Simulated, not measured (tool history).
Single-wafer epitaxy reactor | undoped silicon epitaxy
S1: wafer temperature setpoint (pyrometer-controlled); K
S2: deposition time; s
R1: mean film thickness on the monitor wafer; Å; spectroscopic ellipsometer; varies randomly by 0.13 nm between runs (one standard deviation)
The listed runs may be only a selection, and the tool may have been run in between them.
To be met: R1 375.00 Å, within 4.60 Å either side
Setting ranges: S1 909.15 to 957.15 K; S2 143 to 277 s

run 1 hour=0.0 | S1=933.15 S2=210 | R1=398.13
run 2 hour=8.9 | S1=937.15 S2=210 | R1=426.43
run 3 hour=11.7 | S1=937.15 S2=240 | R1=489.33
run 4 hour=16.7 | S1=934.15 S2=240 | R1=463.93
run 5 hour=23.9 | S1=934.15 S2=219 | R1=423.01
run 6 hour=29.6 | S1=939.15 S2=219 | R1=467.86
run 7 hour=31.4 | S1=927.15 S2=219 | R1=365.31
run 8 hour=40.3 | S1=927.15 S2=219 | R1=368.54

Next run, 5 choices. One meets every target within its allowed miss, the rest don't. Which?
run A hour=49.2 | S1=930.15 S2=206 | R1=?
run B hour=49.2 | S1=932.15 S2=192 | R1=?
run C hour=49.2 | S1=925.15 S2=226 | R1=?
run D hour=49.2 | S1=929.15 S2=214 | R1=?
run E hour=49.2 | S1=927.15 S2=212 | R1=?

move=A R1=367.34
move=B R1=356.40
move=C R1=364.26
move=D R1=374.00
move=E R1=355.84
A: moves away from the targets compared with the last run
B: moves away from the targets compared with the last run
C: moves away from the targets compared with the last run
D: each result inside its tolerance
E: moves away from the targets compared with the last run
So the answer is move D, the one that meets all the targets.

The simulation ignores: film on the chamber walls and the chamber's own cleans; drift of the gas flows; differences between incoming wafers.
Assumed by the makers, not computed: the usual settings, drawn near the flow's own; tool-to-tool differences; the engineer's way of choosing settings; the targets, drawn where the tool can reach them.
